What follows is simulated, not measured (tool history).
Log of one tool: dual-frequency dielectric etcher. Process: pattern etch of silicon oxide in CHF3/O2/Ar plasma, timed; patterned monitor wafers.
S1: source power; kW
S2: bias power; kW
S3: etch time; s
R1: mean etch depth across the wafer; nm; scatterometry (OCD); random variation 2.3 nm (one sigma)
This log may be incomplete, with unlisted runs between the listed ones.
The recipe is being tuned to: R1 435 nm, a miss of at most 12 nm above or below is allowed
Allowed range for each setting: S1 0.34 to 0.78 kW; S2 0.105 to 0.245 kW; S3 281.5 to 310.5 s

run,day,S1,S2,S3,R1
1,0,0.56,0.175,310.5,519.81
2,0.288,0.54,0.172,309,509.99
3,0.542,0.54,0.172,281.5,463.62
4,0.767,0.54,0.172,310.5,515.36
5,1.108,0.54,0.2,310.5,528.78
6,1.275,0.52,0.196,308.5,510.48
7,1.558,0.5,0.194,308,510.6
8,1.758,0.49,0.189,305,502.63
9,1.817,0.48,0.184,302,486.94
10,1.975,0.47,0.182,301,477.92

Exercise: of the 4 proposed moves below, exactly one satisfies all targets within the stated allowed misses. Which move is it?
A,2.133,0.46,0.168,281.5,?
B,2.133,0.48,0.183,291,?
C,2.133,0.53,0.168,281.5,?
D,2.133,0.44,0.199,293,?

move,R1
A,440.38
B,469
C,461.34
D,466.71
A: each result inside its tolerance
B: nearer than the last run, and not there yet
C: nearer than the last run, and not there yet
D: nearer than the last run, and not there yet
The right move is A.
